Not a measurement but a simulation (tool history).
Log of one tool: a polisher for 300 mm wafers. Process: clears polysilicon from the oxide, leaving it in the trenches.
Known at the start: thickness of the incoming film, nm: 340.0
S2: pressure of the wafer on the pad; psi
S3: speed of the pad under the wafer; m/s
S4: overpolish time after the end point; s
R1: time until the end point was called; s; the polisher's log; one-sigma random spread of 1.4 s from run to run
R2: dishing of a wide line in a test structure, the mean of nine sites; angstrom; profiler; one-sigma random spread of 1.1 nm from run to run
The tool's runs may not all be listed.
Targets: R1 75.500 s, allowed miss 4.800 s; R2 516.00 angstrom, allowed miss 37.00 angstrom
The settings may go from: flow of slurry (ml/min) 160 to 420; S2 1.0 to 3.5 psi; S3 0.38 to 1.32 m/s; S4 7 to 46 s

{"run": 1, "hour": 0.0, "flow of slurry (ml/min)": 270, "S2": 2.2, "S3": 0.84, "S4": 24, "R1": 29.329, "R2": 583.17}
{"run": 2, "hour": 0.6, "flow of slurry (ml/min)": 315, "S2": 2.2, "S3": 0.84, "S4": 24, "R1": 27.012, "R2": 593.54}
{"run": 3, "hour": 9.1, "flow of slurry (ml/min)": 295, "S2": 2.0, "S3": 0.8, "S4": 22, "R1": 32.104, "R2": 577.46}
{"run": 4, "hour": 17.7, "flow of slurry (ml/min)": 280, "S2": 1.8, "S3": 0.76, "S4": 21, "R1": 38.055, "R2": 573.39}
{"run": 5, "hour": 23.4, "flow of slurry (ml/min)": 265, "S2": 1.7, "S3": 0.72, "S4": 18, "R1": 42.257, "R2": 527.69}
{"run": 6, "hour": 29.2, "flow of slurry (ml/min)": 265, "S2": 1.7, "S3": 0.8, "S4": 18, "R1": 38.102, "R2": 554.65}
{"run": 7, "hour": 38.0, "flow of slurry (ml/min)": 260, "S2": 1.6, "S3": 0.76, "S4": 19, "R1": 43.744, "R2": 555.87}
{"run": 8, "hour": 44.7, "flow of slurry (ml/min)": 250, "S2": 1.5, "S3": 0.74, "S4": 18, "R1": 47.22, "R2": 501.69}
{"run": 9, "hour": 45.7, "flow of slurry (ml/min)": 270, "S2": 1.4, "S3": 0.7, "S4": 20, "R1": 51.711, "R2": 544.72}
{"run": 10, "hour": 48.7, "flow of slurry (ml/min)": 265, "S2": 1.3, "S3": 0.68, "S4": 20, "R1": 59.759, "R2": 524.1}
{"run": 11, "hour": 50.1, "flow of slurry (ml/min)": 265, "S2": 1.2, "S3": 0.68, "S4": 20, "R1": 63.891, "R2": 473.02}
{"run": 12, "hour": 57.1, "flow of slurry (ml/min)": 275, "S2": 1.3, "S3": 0.62, "S4": 20, "R1": 62.827, "R2": 494.0}
{"run": 13, "hour": 58.6, "flow of slurry (ml/min)": 330, "S2": 1.1, "S3": 0.48, "S4": 26, "R1": 91.547, "R2": 464.27}
{"hour": 59.6, "done": "head pressure recalibrated"}
{"run": 14, "hour": 59.6, "flow of slurry (ml/min)": 325, "S2": 1.2, "S3": 0.48, "S4": 29, "R1": 92.418, "R2": 483.11}
{"run": 15, "hour": 66.4, "flow of slurry (ml/min)": 325, "S2": 1.3, "S3": 0.48, "S4": 29, "R1": 85.375, "R2": 502.14}
{"run": 16, "hour": 69.7, "flow of slurry (ml/min)": 325, "S2": 1.6, "S3": 0.48, "S4": 30, "R1": 72.427, "R2": 540.45}

Which single option among these 4 for the next run brings every result within its allowed miss of target? Just one does.
{"run": "A", "hour": 73.0, "flow of slurry (ml/min)": 390, "S2": 1.5, "S3": 0.56, "S4": 27, "R1": "?", "R2": "?"}
{"run": "B", "hour": 73.0, "flow of slurry (ml/min)": 330, "S2": 1.3, "S3": 0.54, "S4": 30, "R1": "?", "R2": "?"}
{"run": "C", "hour": 73.0, "flow of slurry (ml/min)": 310, "S2": 1.7, "S3": 0.48, "S4": 30, "R1": "?", "R2": "?"}
{"run": "D", "hour": 73.0, "flow of slurry (ml/min)": 390, "S2": 1.5, "S3": 0.54, "S4": 28, "R1": "?", "R2": "?"}

move=A R1=65.508 R2=525.85
move=B R1=78.763 R2=515.05
move=C R1=68.552 R2=533.33
move=D R1=67.823 R2=526.06
A: the worst result of the last run now meets its target, but another is out of spec
B: meets every target
C: the worst result of the last run now meets its target, but another is out of spec
D: the worst result of the last run now meets its target, but another is out of spec
Answer: B

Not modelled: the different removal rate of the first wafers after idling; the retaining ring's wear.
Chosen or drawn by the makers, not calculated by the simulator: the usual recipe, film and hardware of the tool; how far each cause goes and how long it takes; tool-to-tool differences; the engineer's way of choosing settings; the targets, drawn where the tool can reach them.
